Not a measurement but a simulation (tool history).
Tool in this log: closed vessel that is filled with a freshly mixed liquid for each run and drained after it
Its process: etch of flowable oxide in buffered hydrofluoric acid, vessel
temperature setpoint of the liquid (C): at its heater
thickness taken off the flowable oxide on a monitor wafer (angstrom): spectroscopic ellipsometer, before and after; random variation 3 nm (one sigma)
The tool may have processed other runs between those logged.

run  hour  temperature setpoint of the liquid (C)  parts of 40 % ammonium fluoride to one part of 49 % hydrofluoric acid (parts by volume)  time in the liquid (s)  thickness taken off the flowable oxide on a monitor wafer (angstrom)
  1   0.0                                    22.0                                                                                      7.0                     105                                                                6351.4
  2   6.5                                    22.0                                                                                      9.0                     105                                                                4751.6
  3  11.9                                    22.0                                                                                      8.0                     105                                                                5398.5
  4  14.5                                    23.5                                                                                      8.0                     105                                                                5917.2
  5  18.2                                    23.5                                                                                      8.5                     105                                                                5566.7
  6  27.1                                    23.5                                                                                      8.5                     110                                                                5788.1
  7  30.2                                    23.5                                                                                      8.5                     110                                                                5816.2
  8  32.4                                    21.5                                                                                      8.5                     110                                                                5208.7
  9  37.5                                    20.0                                                                                      8.5                     110                                                                4809.0
 10  39.5                                    20.0                                                                                      8.5                     110                                                                4740.5

Expected results for the next run?
 11  45.6                                    20.0                                                                                      8.5                     110                                                                     ?

thickness taken off the flowable oxide on a monitor wafer (angstrom): 4773.5

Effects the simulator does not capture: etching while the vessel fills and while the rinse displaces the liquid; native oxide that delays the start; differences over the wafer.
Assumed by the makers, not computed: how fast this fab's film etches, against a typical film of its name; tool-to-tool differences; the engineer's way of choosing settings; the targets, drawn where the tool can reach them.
